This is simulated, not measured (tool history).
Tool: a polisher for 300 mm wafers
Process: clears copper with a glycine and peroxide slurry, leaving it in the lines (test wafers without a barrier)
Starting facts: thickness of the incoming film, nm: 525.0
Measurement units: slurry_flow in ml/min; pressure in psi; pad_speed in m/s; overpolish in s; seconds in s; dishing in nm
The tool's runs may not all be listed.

run,day,slurry_flow,pressure,pad_speed,overpolish,seconds,dishing
1,0,210,2.3,1.06,15,85.459,43.13
2,0.075,185,2.3,1.06,15,87.529,42.916
3,0.125,195,2.2,1.06,12,88.058,36.825
4,0.467,195,2.1,1.06,10,92.222,30.532
5,0.575,195,2.1,1.06,16,94.021,42.82
6,0.825,200,2.1,1.08,14,91.452,39.219
7,0.979,205,2.1,1.08,12,89.652,35.774
8,1.358,205,2.1,1.08,11,92.012,32.333
9,1.592,205,2.1,1.1,10,89.31,32.023

Run 10 has not been measured yet. What should we expect?
10,1.688,205,2.1,1.1,9,?,?

seconds: 90.04 s
dishing: 29.031 nm

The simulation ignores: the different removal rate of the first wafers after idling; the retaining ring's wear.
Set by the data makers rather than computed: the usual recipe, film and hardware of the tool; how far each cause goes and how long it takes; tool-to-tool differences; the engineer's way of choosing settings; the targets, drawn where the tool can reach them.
